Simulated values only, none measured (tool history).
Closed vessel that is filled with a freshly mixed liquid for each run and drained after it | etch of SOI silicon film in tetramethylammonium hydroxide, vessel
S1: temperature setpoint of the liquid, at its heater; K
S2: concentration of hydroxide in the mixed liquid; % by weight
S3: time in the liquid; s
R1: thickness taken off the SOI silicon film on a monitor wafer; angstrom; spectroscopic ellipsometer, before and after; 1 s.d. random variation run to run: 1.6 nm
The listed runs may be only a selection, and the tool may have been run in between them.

run	hour	S1	S2	S3	R1
1	0	346.15	9.5	30	2815.1
2	3	341.65	9.5	30	2182.1
3	6.1	340.65	9.5	30	2065
4	12.8	340.65	11.5	30	1889.8
5	16.2	346.65	11.5	30	2696.2
6	16.8	346.15	11.5	30	2615.2
7	24.2	346.15	11.5	30	2652.3

Estimate the outcome of run 8 from the log above:
8	29.6	345.65	11.5	30	?

Run 8 measured R1 2547.9 angstrom.
